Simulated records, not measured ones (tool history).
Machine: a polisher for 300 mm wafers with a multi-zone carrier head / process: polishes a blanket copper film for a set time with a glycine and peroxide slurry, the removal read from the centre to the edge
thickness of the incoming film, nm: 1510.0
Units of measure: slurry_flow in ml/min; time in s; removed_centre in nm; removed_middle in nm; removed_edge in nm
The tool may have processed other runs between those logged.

run 1 day=0 | slurry_flow=145 centre_zone=1 middle_zone=1 edge_zone=1 time=53 | removed_centre=334.38 removed_middle=339.82 removed_edge=323.96
run 2 day=0.25 | slurry_flow=145 centre_zone=0.97 middle_zone=1 edge_zone=1 time=53 | removed_centre=329.66 removed_middle=339.15 removed_edge=319.57
run 3 day=0.346 | slurry_flow=145 centre_zone=0.95 middle_zone=0.99 edge_zone=1.02 time=54 | removed_centre=323.87 removed_middle=340.71 removed_edge=330.79
run 4 day=0.379 | slurry_flow=145 centre_zone=0.95 middle_zone=0.99 edge_zone=0.94 time=54 | removed_centre=322.15 removed_middle=343.13 removed_edge=317.59
run 5 day=0.596 | slurry_flow=150 centre_zone=0.94 middle_zone=0.98 edge_zone=0.97 time=55 | removed_centre=331.68 removed_middle=352.08 removed_edge=332.55
run 6 day=0.921 | slurry_flow=155 centre_zone=0.93 middle_zone=0.97 edge_zone=0.99 time=55 | removed_centre=333.99 removed_middle=346.81 removed_edge=339.07
run 7 day=0.95 | slurry_flow=160 centre_zone=0.92 middle_zone=0.97 edge_zone=1.01 time=55 | removed_centre=337.33 removed_middle=347.9 removed_edge=338.73
run 8 day=1.167 | slurry_flow=160 centre_zone=0.91 middle_zone=0.97 edge_zone=1.03 time=56 | removed_centre=329.99 removed_middle=358.74 removed_edge=344.24
run 9 day=1.429 | slurry_flow=160 centre_zone=0.91 middle_zone=0.96 edge_zone=1.04 time=57 | removed_centre=347.76 removed_middle=359.46 removed_edge=358.37
run 10 day=1.733 | slurry_flow=160 centre_zone=0.9 middle_zone=0.96 edge_zone=1.06 time=57 | removed_centre=337.04 removed_middle=362.09 removed_edge=359.07
run 11 day=1.862 | slurry_flow=160 centre_zone=0.9 middle_zone=0.95 edge_zone=1.07 time=57 | removed_centre=339.06 removed_middle=356.31 removed_edge=367.36
run 12 day=1.992 | slurry_flow=160 centre_zone=0.9 middle_zone=0.95 edge_zone=1.08 time=57 | removed_centre=336.84 removed_middle=354.53 removed_edge=370.08

Run 13, settings as shown, results not yet in. Your forecast:
run 13 day=2.083 | slurry_flow=200 centre_zone=0.88 middle_zone=0.93 edge_zone=1.18 time=58 | removed_centre=? removed_middle=? removed_edge=?

{"run 13": {"removed_centre": 351.61, "removed_middle": 369.39, "removed_edge": 398.28}}

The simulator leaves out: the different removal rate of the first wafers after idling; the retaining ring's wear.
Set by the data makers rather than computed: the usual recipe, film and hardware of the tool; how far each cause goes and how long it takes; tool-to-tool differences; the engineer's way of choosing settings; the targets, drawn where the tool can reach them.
